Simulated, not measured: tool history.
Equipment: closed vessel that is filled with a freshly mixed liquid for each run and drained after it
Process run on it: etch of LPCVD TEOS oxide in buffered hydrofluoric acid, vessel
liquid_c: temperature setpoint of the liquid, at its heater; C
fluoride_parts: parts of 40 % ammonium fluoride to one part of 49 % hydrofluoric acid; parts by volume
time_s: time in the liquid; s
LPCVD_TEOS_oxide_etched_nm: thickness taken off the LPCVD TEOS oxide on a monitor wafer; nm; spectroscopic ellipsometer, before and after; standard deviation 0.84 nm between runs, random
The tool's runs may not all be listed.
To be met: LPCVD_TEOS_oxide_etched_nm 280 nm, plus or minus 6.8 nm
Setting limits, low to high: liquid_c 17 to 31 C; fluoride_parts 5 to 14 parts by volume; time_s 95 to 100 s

run,day,liquid_c,fluoride_parts,time_s,LPCVD_TEOS_oxide_etched_nm
1,0,23,8.5,95,352.03
2,0.038,22,8.5,95,334.21
3,0.112,22,8.5,100,352.76
4,0.254,25,8.5,100,414.35
5,0.546,25,8.5,100,413.45
6,0.675,22.5,8.5,100,358.84
7,0.875,21.5,8.5,100,343.12
# day 1.242: hydrofluoric acid flow meter replaced
8,1.242,17.5,8.5,100,246.73
9,1.571,18,8.5,100,254.94

Consider the 5 candidate settings below. Which is the only one whose results all fall within their allowed miss of target?
A,1.9,17,8,95,?
B,1.9,17.5,8.5,100,?
C,1.9,19.5,10,95,?
D,1.9,18,7.5,95,?
E,1.9,19.5,9.5,95,?

move,LPCVD_TEOS_oxide_etched_nm
A,244.97
B,248.43
C,232.4
D,278.08
E,240.04
A: the biggest miss grows against the last run
B: the biggest miss grows against the last run
C: the biggest miss grows against the last run
D: meets every target
E: the biggest miss grows against the last run
Correct choice: D, which meets every target
